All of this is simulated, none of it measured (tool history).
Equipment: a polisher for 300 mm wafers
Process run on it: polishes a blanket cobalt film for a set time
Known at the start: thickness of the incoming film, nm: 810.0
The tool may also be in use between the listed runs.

| run | day | flow of slurry (ml/min) | pressure of the wafer on the pad (psi) | speed of the pad under the wafer (cm/s) | polishing time (s) | film removed (nm) |
|---|---|---|---|---|---|---|
| 1 | 0.000 | 250 | 1.8 | 92 | 36 | 154.750 |
| 2 | 0.183 | 250 | 1.8 | 92 | 32 | 133.380 |
| 3 | 0.542 | 250 | 1.6 | 92 | 32 | 120.090 |
| 4 | 0.912 | 250 | 1.9 | 92 | 32 | 138.980 |
| 5 | 0.962 | 250 | 1.7 | 90 | 32 | 124.200 |
| 6 | 1.312 | 230 | 1.7 | 90 | 32 | 124.550 |
| 7 | 1.512 | 230 | 1.5 | 90 | 32 | 113.090 |
| 8 | 1.650 | 230 | 1.4 | 90 | 32 | 105.630 |
| 9 | 1.779 | 230 | 1.3 | 90 | 32 | 101.270 |

Forecast run 10:
| 10 | 1.996 | 230 | 1.2 | 90 | 32 | ? |

Run 10 came out at film removed (nm) 91.999.
